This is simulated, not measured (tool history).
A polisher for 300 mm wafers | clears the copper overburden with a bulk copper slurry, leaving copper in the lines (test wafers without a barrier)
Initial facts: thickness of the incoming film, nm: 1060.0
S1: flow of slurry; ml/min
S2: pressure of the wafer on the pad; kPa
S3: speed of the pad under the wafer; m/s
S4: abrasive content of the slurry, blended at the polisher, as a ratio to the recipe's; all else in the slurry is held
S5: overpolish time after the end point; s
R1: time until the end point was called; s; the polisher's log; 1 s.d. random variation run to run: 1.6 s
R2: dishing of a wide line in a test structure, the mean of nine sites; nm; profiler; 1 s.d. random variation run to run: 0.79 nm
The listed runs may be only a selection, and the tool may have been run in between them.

run 1 hour=0.0 | S1=285 S2=14.5 S3=1.36 S4=1.00 S5=26 | R1=110.94 R2=84.840
run 2 hour=4.1 | S1=285 S2=14.5 S3=1.52 S4=1.00 S5=26 | R1=104.23 R2=85.862
run 3 hour=7.9 | S1=310 S2=13.1 S3=1.62 S4=1.10 S5=23 | R1=103.68 R2=81.538
run 4 hour=10.5 | S1=250 S2=13.1 S3=1.62 S4=1.10 S5=23 | R1=104.84 R2=79.293
run 5 hour=13.1 | S1=220 S2=13.1 S3=1.62 S4=1.10 S5=23 | R1=106.67 R2=80.863
run 6 hour=19.4 | S1=255 S2=13.1 S3=1.62 S4=1.10 S5=23 | R1=103.13 R2=80.156
run 7 hour=21.8 | S1=240 S2=11.7 S3=1.70 S4=1.15 S5=20 | R1=109.93 R2=74.915
run 8 hour=22.8 | S1=235 S2=11.0 S3=1.78 S4=1.20 S5=18 | R1=111.45 R2=69.695
run 9 hour=28.3 | S1=270 S2=10.3 S3=1.84 S4=1.25 S5=16 | R1=110.96 R2=65.008

For run 10, what comes out?
run 10 hour=30.9 | S1=350 S2=6.9 S3=2.12 S4=1.50 S5=8 | R1=? R2=?

R1: 137.62 s
R2: 35.399 nm
